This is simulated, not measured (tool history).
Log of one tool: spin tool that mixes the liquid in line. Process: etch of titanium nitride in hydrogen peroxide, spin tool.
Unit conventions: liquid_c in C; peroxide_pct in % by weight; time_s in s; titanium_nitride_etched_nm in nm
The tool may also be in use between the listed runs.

{"run": 1, "hour": 0.0, "liquid_c": 50.0, "peroxide_pct": 20.5, "time_s": 295, "titanium_nitride_etched_nm": 7.5085}
{"run": 2, "hour": 4.7, "liquid_c": 51.0, "peroxide_pct": 20.5, "time_s": 295, "titanium_nitride_etched_nm": 8.0322}
{"run": 3, "hour": 9.2, "liquid_c": 51.5, "peroxide_pct": 20.5, "time_s": 295, "titanium_nitride_etched_nm": 8.3521}
{"run": 4, "hour": 15.5, "liquid_c": 51.5, "peroxide_pct": 20.5, "time_s": 295, "titanium_nitride_etched_nm": 8.2947}
{"run": 5, "hour": 20.6, "liquid_c": 52.0, "peroxide_pct": 20.5, "time_s": 295, "titanium_nitride_etched_nm": 8.6223}
{"run": 6, "hour": 28.6, "liquid_c": 52.0, "peroxide_pct": 20.5, "time_s": 295, "titanium_nitride_etched_nm": 8.6489}
{"run": 7, "hour": 36.8, "liquid_c": 52.5, "peroxide_pct": 20.5, "time_s": 295, "titanium_nitride_etched_nm": 8.8725}

Run 8 has not been measured yet. What should we expect?
{"run": 8, "hour": 45.8, "liquid_c": 53.0, "peroxide_pct": 20.5, "time_s": 295, "titanium_nitride_etched_nm": "?"}

Logged for run 8: titanium_nitride_etched_nm 9.3608 nm.
